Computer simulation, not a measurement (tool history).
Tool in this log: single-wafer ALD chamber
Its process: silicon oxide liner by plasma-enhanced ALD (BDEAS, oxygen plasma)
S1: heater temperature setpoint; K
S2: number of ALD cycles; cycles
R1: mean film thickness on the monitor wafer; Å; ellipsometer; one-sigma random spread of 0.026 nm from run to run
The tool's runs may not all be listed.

run	hour	S1	S2	R1
1	0.0	598.15	85	81.462
2	8.6	598.15	91	85.559
3	16.8	598.15	80	76.179
4	19.6	590.15	80	77.166
5	21.0	590.15	85	81.012
6	25.9	590.15	78	74.799
7	29.9	590.15	73	70.456
8	33.5	592.15	59	56.863

Run 9, settings as shown, results not yet in. Your forecast:
9	38.2	591.15	60	?

{"run 9": {"R1": 57.525}}
